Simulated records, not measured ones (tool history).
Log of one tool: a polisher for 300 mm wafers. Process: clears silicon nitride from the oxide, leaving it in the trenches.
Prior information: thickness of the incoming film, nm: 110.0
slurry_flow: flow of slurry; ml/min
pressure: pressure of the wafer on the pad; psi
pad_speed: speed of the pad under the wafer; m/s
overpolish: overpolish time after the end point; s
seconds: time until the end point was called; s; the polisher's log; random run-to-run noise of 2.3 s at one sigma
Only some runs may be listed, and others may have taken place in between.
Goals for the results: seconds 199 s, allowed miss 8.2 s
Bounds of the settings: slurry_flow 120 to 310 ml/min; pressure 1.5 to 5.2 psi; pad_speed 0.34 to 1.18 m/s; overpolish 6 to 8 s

{"run": 1, "hour": 0.0, "slurry_flow": 200, "pressure": 3.3, "pad_speed": 0.76, "overpolish": 8, "seconds": 154.71}
{"run": 2, "hour": 5.3, "slurry_flow": 200, "pressure": 2.9, "pad_speed": 0.76, "overpolish": 8, "seconds": 169.52}
{"run": 3, "hour": 14.2, "slurry_flow": 200, "pressure": 2.7, "pad_speed": 0.76, "overpolish": 8, "seconds": 180.44}
{"run": 4, "hour": 22.2, "slurry_flow": 200, "pressure": 3.2, "pad_speed": 0.76, "overpolish": 8, "seconds": 156.24}
{"run": 5, "hour": 28.5, "slurry_flow": 200, "pressure": 2.9, "pad_speed": 0.76, "overpolish": 8, "seconds": 167.76}
{"run": 6, "hour": 29.2, "slurry_flow": 165, "pressure": 2.9, "pad_speed": 0.76, "overpolish": 8, "seconds": 175.61}
{"run": 7, "hour": 31.2, "slurry_flow": 165, "pressure": 2.8, "pad_speed": 0.76, "overpolish": 8, "seconds": 184.96}
{"run": 8, "hour": 33.3, "slurry_flow": 160, "pressure": 2.8, "pad_speed": 0.76, "overpolish": 8, "seconds": 184.89}
{"run": 9, "hour": 42.1, "slurry_flow": 155, "pressure": 2.7, "pad_speed": 0.76, "overpolish": 8, "seconds": 190.94}

Below are 4 possible settings for the next run. Only one of them brings all results inside the allowed miss of their targets. Which is it?
{"run": "A", "hour": 50.9, "slurry_flow": 130, "pressure": 3.1, "pad_speed": 0.74, "overpolish": 6, "seconds": "?"}
{"run": "B", "hour": 50.9, "slurry_flow": 155, "pressure": 3, "pad_speed": 0.66, "overpolish": 6, "seconds": "?"}
{"run": "C", "hour": 50.9, "slurry_flow": 140, "pressure": 3, "pad_speed": 0.72, "overpolish": 8, "seconds": "?"}
{"run": "D", "hour": 50.9, "slurry_flow": 130, "pressure": 2.3, "pad_speed": 0.94, "overpolish": 8, "seconds": "?"}

move=A seconds=179.19
move=B seconds=197.73
move=C seconds=186
move=D seconds=183.78
A: its largest miss is bigger than the last run's
B: in spec on every target
C: its largest miss is bigger than the last run's
D: its largest miss is bigger than the last run's
B meets every target.
